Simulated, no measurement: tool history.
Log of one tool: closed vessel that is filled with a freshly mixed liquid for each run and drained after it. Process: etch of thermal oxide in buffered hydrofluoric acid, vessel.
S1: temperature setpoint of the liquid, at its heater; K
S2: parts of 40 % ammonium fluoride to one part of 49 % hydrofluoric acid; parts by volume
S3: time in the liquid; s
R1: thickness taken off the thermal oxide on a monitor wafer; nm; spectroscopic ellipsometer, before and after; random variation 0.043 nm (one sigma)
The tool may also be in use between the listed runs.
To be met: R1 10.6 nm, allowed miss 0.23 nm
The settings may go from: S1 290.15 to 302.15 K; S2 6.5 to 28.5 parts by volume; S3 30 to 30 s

| run | day | S1 | S2 | S3 | R1 |
|---|---|---|---|---|---|
| 1 | 0 | 294.15 | 17.5 | 30 | 19.537 |
| 2 | 0.075 | 294.15 | 12.5 | 30 | 27.276 |
| 3 | 0.133 | 294.15 | 10 | 30 | 32.715 |
| 4 | 0.204 | 293.65 | 11.5 | 30 | 28.653 |
| 5 | 0.412 | 290.65 | 11.5 | 30 | 24.254 |
| 6 | 0.567 | 290.65 | 13 | 30 | 21.536 |
|  | 0.808 | hydrofluoric acid flow meter replaced |
| 7 | 0.808 | 290.65 | 14 | 30 | 18.106 |
| 8 | 1.025 | 290.65 | 14.5 | 30 | 17.413 |
| 9 | 1.317 | 290.65 | 15 | 30 | 16.819 |
| 10 | 1.5 | 290.65 | 15.5 | 30 | 16.346 |
| 11 | 1.8 | 290.65 | 16 | 30 | 15.711 |
| 12 | 2.117 | 290.65 | 16 | 30 | 15.772 |
| 13 | 2.4 | 290.65 | 16.5 | 30 | 15.286 |
| 14 | 2.779 | 290.65 | 17 | 30 | 15.032 |
| 15 | 3.058 | 290.65 | 17.5 | 30 | 14.369 |
| 16 | 3.196 | 290.65 | 18 | 30 | 14.135 |
| 17 | 3.25 | 290.65 | 18.5 | 30 | 13.755 |
| 18 | 3.538 | 290.65 | 19 | 30 | 13.266 |
| 19 | 3.688 | 290.65 | 19 | 30 | 13.412 |
| 20 | 3.792 | 290.65 | 19.5 | 30 | 12.915 |
| 21 | 4.108 | 290.65 | 20 | 30 | 12.678 |
| 22 | 4.454 | 290.65 | 20 | 30 | 12.745 |
| 23 | 4.696 | 290.65 | 20.5 | 30 | 12.524 |
| 24 | 4.838 | 290.15 | 22 | 30 | 11.585 |
| 25 | 4.9 | 290.15 | 23 | 30 | 11.259 |
| 26 | 5.275 | 290.15 | 24 | 30 | 10.865 |

Which of these 5 next moves meets every target?
| A | 5.65 | 290.15 | 27 | 30 | ? |
| B | 5.65 | 290.65 | 23.5 | 30 | ? |
| C | 5.65 | 290.15 | 22.5 | 30 | ? |
| D | 5.65 | 290.15 | 23 | 30 | ? |
| E | 5.65 | 290.15 | 25 | 30 | ? |

| move | R1 |
|---|---|
| A | 10.022 |
| B | 11.354 |
| C | 11.371 |
| D | 11.2 |
| E | 10.571 |
A: takes the result that was furthest off past its target
B: further off than the last run
C: further off than the last run
D: further off than the last run
E: meets every target
Move E is the one to make.
